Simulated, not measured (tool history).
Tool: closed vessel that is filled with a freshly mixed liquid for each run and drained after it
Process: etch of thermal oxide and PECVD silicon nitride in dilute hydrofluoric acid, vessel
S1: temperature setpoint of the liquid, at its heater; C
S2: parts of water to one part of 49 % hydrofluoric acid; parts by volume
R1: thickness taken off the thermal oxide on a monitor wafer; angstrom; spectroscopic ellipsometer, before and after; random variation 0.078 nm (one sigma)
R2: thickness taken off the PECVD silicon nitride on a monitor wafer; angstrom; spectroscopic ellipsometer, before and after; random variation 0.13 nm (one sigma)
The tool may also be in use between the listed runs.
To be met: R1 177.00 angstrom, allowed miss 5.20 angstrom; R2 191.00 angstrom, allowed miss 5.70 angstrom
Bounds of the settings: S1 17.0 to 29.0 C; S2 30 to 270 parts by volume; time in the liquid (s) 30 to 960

{"run": 1, "hour": 0.0, "S1": 21.0, "S2": 150, "time in the liquid (s)": 490, "R1": 147.11, "R2": 153.52}
{"run": 2, "hour": 8.2, "S1": 21.5, "S2": 145, "time in the liquid (s)": 485, "R1": 154.38, "R2": 159.96}
{"run": 3, "hour": 12.1, "S1": 22.0, "S2": 145, "time in the liquid (s)": 485, "R1": 156.95, "R2": 168.67}
{"run": 4, "hour": 19.9, "S1": 22.0, "S2": 140, "time in the liquid (s)": 480, "R1": 160.93, "R2": 170.93}
{"run": 5, "hour": 27.0, "S1": 22.0, "S2": 110, "time in the liquid (s)": 480, "R1": 214.62, "R2": 216.29}
{"run": 6, "hour": 34.2, "S1": 22.0, "S2": 60, "time in the liquid (s)": 480, "R1": 416.68, "R2": 391.64}
{"run": 7, "hour": 41.2, "S1": 22.0, "S2": 60, "time in the liquid (s)": 480, "R1": 411.87, "R2": 388.66}
{"run": 8, "hour": 45.1, "S1": 21.5, "S2": 120, "time in the liquid (s)": 525, "R1": 206.28, "R2": 211.09}

4 next moves are on the table. One of them brings every result within its allowed miss. Which?
{"run": "A", "hour": 49.0, "S1": 23.5, "S2": 125, "time in the liquid (s)": 460, "R1": "?", "R2": "?"}
{"run": "B", "hour": 49.0, "S1": 23.0, "S2": 130, "time in the liquid (s)": 465, "R1": "?", "R2": "?"}
{"run": "C", "hour": 49.0, "S1": 23.0, "S2": 130, "time in the liquid (s)": 485, "R1": "?", "R2": "?"}
{"run": "D", "hour": 49.0, "S1": 24.5, "S2": 155, "time in the liquid (s)": 530, "R1": "?", "R2": "?"}

move=A R1=188.59 R2=202.62
move=B R1=178.72 R2=190.70
move=C R1=186.41 R2=198.90
move=D R1=175.89 R2=201.34
A: nearer than the last run, and not there yet
B: meets every target
C: nearer than the last run, and not there yet
D: brings the result that was furthest off to its target, and leaves another outside
Move B is the one to make.
